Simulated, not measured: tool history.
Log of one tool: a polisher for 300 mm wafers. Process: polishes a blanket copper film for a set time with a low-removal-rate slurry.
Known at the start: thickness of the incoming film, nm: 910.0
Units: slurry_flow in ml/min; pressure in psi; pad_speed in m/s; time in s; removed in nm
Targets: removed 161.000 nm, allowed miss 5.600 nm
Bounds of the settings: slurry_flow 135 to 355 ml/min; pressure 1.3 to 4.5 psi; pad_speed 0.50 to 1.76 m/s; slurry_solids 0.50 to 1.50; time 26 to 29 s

Run 1, hour 0.0: slurry_flow 225 ml/min, pressure 2.9 psi, pad_speed 1.12 m/s, slurry_solids 1.00, time 29 s. Result: removed 91.651 nm.
Run 2, hour 7.6: slurry_flow 225 ml/min, pressure 3.3 psi, pad_speed 1.12 m/s, slurry_solids 1.00, time 29 s. Result: removed 101.130 nm.
Run 3, hour 11.3: slurry_flow 225 ml/min, pressure 3.6 psi, pad_speed 1.16 m/s, slurry_solids 1.00, time 29 s. Result: removed 112.820 nm.
Run 4, hour 18.6: slurry_flow 225 ml/min, pressure 3.8 psi, pad_speed 1.20 m/s, slurry_solids 1.00, time 29 s. Result: removed 125.780 nm.
Run 5, hour 24.1: slurry_flow 225 ml/min, pressure 3.8 psi, pad_speed 1.20 m/s, slurry_solids 0.90, time 29 s. Result: removed 122.710 nm.
Run 6, hour 32.4: slurry_flow 225 ml/min, pressure 3.4 psi, pad_speed 1.20 m/s, slurry_solids 0.90, time 29 s. Result: removed 112.610 nm.
Run 7, hour 38.9: slurry_flow 235 ml/min, pressure 4.2 psi, pad_speed 1.30 m/s, slurry_solids 0.90, time 29 s. Result: removed 146.490 nm.
Run 8, hour 47.8: slurry_flow 235 ml/min, pressure 4.3 psi, pad_speed 1.30 m/s, slurry_solids 0.90, time 29 s. Result: removed 151.820 nm.
Run 9, hour 50.8: slurry_flow 235 ml/min, pressure 4.4 psi, pad_speed 1.30 m/s, slurry_solids 0.90, time 29 s. Result: removed 153.350 nm.
Run 10, hour 54.1: slurry_flow 235 ml/min, pressure 4.4 psi, pad_speed 1.30 m/s, slurry_solids 0.90, time 29 s. Result: removed 156.690 nm.

Which of these 5 next moves meets every target?
Run A, hour 57.4: slurry_flow 270 ml/min, pressure 4.5 psi, pad_speed 1.28 m/s, slurry_solids 0.65, time 29 s. Result: removed ?.
Run B, hour 57.4: slurry_flow 305 ml/min, pressure 4.4 psi, pad_speed 1.20 m/s, slurry_solids 0.95, time 28 s. Result: removed ?.
Run C, hour 57.4: slurry_flow 245 ml/min, pressure 4.2 psi, pad_speed 1.30 m/s, slurry_solids 0.95, time 29 s. Result: removed ?.
Run D, hour 57.4: slurry_flow 215 ml/min, pressure 4.5 psi, pad_speed 1.34 m/s, slurry_solids 0.95, time 29 s. Result: removed ?.
Run E, hour 57.4: slurry_flow 230 ml/min, pressure 3.9 psi, pad_speed 1.42 m/s, slurry_solids 0.85, time 29 s. Result: removed ?.

move  removed
   A  148.580
   B  142.960
   C  149.790
   D  162.720
   E  147.650
A: further off than the last run
B: further off than the last run
C: further off than the last run
D: meets every target
E: further off than the last run
Move D is the one to make.
